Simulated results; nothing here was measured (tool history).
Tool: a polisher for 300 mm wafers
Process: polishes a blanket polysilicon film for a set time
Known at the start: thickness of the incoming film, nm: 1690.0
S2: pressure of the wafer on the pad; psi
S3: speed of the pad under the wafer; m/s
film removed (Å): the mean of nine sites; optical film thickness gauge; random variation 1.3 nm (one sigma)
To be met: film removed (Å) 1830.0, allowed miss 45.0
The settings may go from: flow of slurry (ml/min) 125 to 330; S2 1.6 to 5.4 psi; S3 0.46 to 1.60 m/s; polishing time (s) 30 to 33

run 1 hour=0.0 | flow_of_slurry_(ml/min)=210 S2=3.5 S3=1.02 polishing_time_(s)=33 | film_removed_(Å)=2792.3
run 2 hour=7.7 | flow_of_slurry_(ml/min)=200 S2=3.1 S3=1.02 polishing_time_(s)=33 | film_removed_(Å)=2533.5
run 3 hour=8.7 | flow_of_slurry_(ml/min)=200 S2=3.1 S3=1.02 polishing_time_(s)=33 | film_removed_(Å)=2540.2
run 4 hour=14.2 | flow_of_slurry_(ml/min)=200 S2=3.1 S3=1.20 polishing_time_(s)=33 | film_removed_(Å)=2934.2
run 5 hour=14.9 | flow_of_slurry_(ml/min)=240 S2=3.1 S3=1.20 polishing_time_(s)=33 | film_removed_(Å)=3001.2
run 6 hour=18.8 | flow_of_slurry_(ml/min)=235 S2=2.6 S3=1.16 polishing_time_(s)=33 | film_removed_(Å)=2534.4
run 7 hour=26.2 | flow_of_slurry_(ml/min)=205 S2=1.6 S3=1.10 polishing_time_(s)=33 | film_removed_(Å)=1714.8
run 8 hour=32.6 | flow_of_slurry_(ml/min)=215 S2=1.6 S3=1.10 polishing_time_(s)=33 | film_removed_(Å)=1729.3
run 9 hour=35.0 | flow_of_slurry_(ml/min)=225 S2=1.6 S3=1.10 polishing_time_(s)=33 | film_removed_(Å)=1738.6
run 10 hour=41.9 | flow_of_slurry_(ml/min)=230 S2=1.6 S3=1.10 polishing_time_(s)=33 | film_removed_(Å)=1728.2

4 next moves are on the table. One of them brings every result within its allowed miss. Which?
run A hour=48.8 | flow_of_slurry_(ml/min)=245 S2=1.6 S3=1.22 polishing_time_(s)=33 | film_removed_(Å)=?
run B hour=48.8 | flow_of_slurry_(ml/min)=230 S2=1.6 S3=1.24 polishing_time_(s)=31 | film_removed_(Å)=?
run C hour=48.8 | flow_of_slurry_(ml/min)=235 S2=1.8 S3=1.16 polishing_time_(s)=32 | film_removed_(Å)=?
run D hour=48.8 | flow_of_slurry_(ml/min)=215 S2=1.9 S3=1.18 polishing_time_(s)=31 | film_removed_(Å)=?

move=A film_removed_(Å)=1937.7
move=B film_removed_(Å)=1835.5
move=C film_removed_(Å)=1926.3
move=D film_removed_(Å)=1945.5
A: takes the result that was furthest off past its target
B: meets every target
C: takes the result that was furthest off past its target
D: takes the result that was furthest off past its target
Answer: B
